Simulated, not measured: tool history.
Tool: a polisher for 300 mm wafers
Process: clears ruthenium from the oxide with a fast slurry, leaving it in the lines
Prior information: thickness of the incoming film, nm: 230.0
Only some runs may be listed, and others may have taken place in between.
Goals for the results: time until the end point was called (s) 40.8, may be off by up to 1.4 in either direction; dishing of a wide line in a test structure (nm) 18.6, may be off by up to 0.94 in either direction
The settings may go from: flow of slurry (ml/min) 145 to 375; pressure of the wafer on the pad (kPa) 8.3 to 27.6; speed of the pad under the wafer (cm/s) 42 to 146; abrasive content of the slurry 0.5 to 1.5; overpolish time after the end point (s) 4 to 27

| run | hour | flow of slurry (ml/min) | pressure of the wafer on the pad (kPa) | speed of the pad under the wafer (cm/s) | abrasive content of the slurry | overpolish time after the end point (s) | time until the end point was called (s) | dishing of a wide line in a test structure (nm) |
|---|---|---|---|---|---|---|---|---|
| 1 | 0 | 240 | 17.9 | 94 | 1 | 14 | 63.493 | 18.196 |
| 2 | 8.5 | 295 | 17.9 | 94 | 1 | 14 | 62.545 | 17.389 |
| 3 | 12.7 | 295 | 22.1 | 94 | 1 | 14 | 50.773 | 18.62 |
| 4 | 14.4 | 300 | 23.4 | 94 | 1 | 13 | 48.107 | 18.635 |
| 5 | 22.9 | 305 | 24.1 | 94 | 1 | 12 | 47.027 | 18.362 |
| 6 | 29.1 | 305 | 24.8 | 94 | 1 | 12 | 44.922 | 18.351 |
| 7 | 32.3 | 305 | 25.5 | 94 | 1 | 12 | 43.496 | 17.99 |
| 8 | 35.5 | 305 | 26.2 | 94 | 1 | 13 | 43.01 | 19.313 |
| 9 | 36.1 | 305 | 26.2 | 94 | 1 | 12 | 42.918 | 18.759 |

Which one of the following 4 next-run settings gets every result inside its allowed miss? There is exactly one.
| A | 36.7 | 325 | 26.2 | 112 | 1 | 11 | ? | ? |
| B | 36.7 | 320 | 26.9 | 96 | 1 | 8 | ? | ? |
| C | 36.7 | 300 | 24.1 | 96 | 1.05 | 12 | ? | ? |
| D | 36.7 | 285 | 27.6 | 94 | 1 | 12 | ? | ? |

| move | time until the end point was called (s) | dishing of a wide line in a test structure (nm) |
|---|---|---|
| A | 37.348 | 18.498 |
| B | 41.324 | 17.184 |
| C | 45.155 | 18.268 |
| D | 41.45 | 18.463 |
A: takes the result that was furthest off past its target
B: the furthest-off result lands on target, but another misses its tolerance
C: lands further from the targets than the last run did
D: each result inside its tolerance
D meets every target.

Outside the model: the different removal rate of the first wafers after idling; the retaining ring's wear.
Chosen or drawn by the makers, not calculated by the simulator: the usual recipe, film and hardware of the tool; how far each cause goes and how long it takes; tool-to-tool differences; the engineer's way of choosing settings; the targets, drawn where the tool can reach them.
